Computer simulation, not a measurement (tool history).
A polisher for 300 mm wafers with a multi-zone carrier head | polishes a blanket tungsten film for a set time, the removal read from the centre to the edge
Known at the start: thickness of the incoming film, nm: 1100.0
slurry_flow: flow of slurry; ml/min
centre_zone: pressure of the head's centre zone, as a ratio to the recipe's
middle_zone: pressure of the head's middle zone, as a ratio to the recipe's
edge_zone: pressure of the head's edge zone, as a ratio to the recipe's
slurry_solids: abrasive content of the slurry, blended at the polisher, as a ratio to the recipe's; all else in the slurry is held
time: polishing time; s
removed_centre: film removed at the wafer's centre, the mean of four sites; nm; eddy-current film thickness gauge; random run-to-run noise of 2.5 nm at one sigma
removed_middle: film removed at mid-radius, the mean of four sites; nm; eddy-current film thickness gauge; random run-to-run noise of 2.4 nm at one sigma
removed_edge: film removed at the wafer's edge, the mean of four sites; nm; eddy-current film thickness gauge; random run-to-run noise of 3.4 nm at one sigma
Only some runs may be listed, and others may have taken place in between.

run  hour  slurry_flow  centre_zone  middle_zone  edge_zone  slurry_solids  time  removed_centre  removed_middle  removed_edge
  1     0          305            1            1          1              1    79          362.38          358.41        384.12
  2   7.2          305         1.01         0.97       0.97           0.85    73          326.98          305.22        327.41
  3    14          305         1.01         0.97        0.9           0.85    73          320.77          311.08        320.46
  4  19.1          305         1.01         0.94       0.89           0.75    71          308.08          278.19         300.9
  5  26.1          305         1.01         0.93       0.88            0.7    69           290.1          266.49        292.07
  6  34.7          255         1.01         0.93       0.88            0.7    69          291.12          268.15        274.51
  7  38.6          250            1          0.9       0.88           0.65    69          278.29          254.03        273.65

Run 8 comes next. What will it give?
  8  45.4          265         1.04         0.85       0.84            0.5    64               ?               ?             ?

removed_centre: 252.53 nm
removed_middle: 209.26 nm
removed_edge: 238.08 nm
